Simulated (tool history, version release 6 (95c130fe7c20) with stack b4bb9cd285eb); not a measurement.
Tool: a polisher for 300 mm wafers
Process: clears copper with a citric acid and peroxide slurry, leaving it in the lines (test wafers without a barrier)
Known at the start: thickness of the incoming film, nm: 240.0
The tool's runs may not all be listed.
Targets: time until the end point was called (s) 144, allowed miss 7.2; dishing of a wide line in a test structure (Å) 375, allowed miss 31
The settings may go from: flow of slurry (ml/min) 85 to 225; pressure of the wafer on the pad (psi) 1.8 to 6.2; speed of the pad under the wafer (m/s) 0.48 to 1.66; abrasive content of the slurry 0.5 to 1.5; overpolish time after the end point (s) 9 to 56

run  hour  flow of slurry (ml/min)  pressure of the wafer on the pad (psi)  speed of the pad under the wafer (m/s)  abrasive content of the slurry  overpolish time after the end point (s)  time until the end point was called (s)  dishing of a wide line in a test structure (Å)
  1     0                      145                                       4                                    1.06                               1                                       29                                   91.362                                          555.93
  2   3.1                      145                                       5                                    1.06                               1                                       29                                   73.994                                          649.64
  3  12.1                      145                                     5.6                                    1.06                               1                                       29                                     64.4                                          707.75
  4  15.4                      145                                     6.1                                    1.06                               1                                       29                                   60.086                                          770.51
  5  22.7                      145                                     4.8                                    1.02                               1                                       29                                   76.233                                          634.95
  6  25.6                      145                                     4.8                                    1.18                               1                                       29                                   69.787                                          668.22
  7  28.2                      145                                     3.8                                    1.12                               1                                       28                                   89.866                                          501.24
  8  31.5                      145                                     3.2                                     1.1                               1                                       30                                   107.03                                          494.62
  9    37                      145                                     2.8                                     1.1                               1                                       29                                   123.77                                          438.18
 10    39                      145                                     2.6                                     1.1                               1                                       28                                    136.1                                          357.94

4 next moves are on the table. One of them brings every result within its allowed miss. Which?
  A    41                      180                                       2                                    1.04                             1.2                                       43                                        ?                                               ?
  B    41                      160                                       2                                     1.2                            1.05                                       42                                        ?                                               ?
  C    41                      100                                     2.5                                       1                             0.8                                       33                                        ?                                               ?
  D    41                      135                                     2.6                                    0.98                             1.1                                       30                                        ?                                               ?

move  time until the end point was called (s)  dishing of a wide line in a test structure (Å)
   A                                   162.54                                          427.79
   B                                   152.85                                          439.88
   C                                   157.16                                          364.16
   D                                   139.27                                          372.98
A: takes the result that was furthest off past its target
B: takes the result that was furthest off past its target
C: takes the result that was furthest off past its target
D: meets every target
Move D is the one to make.
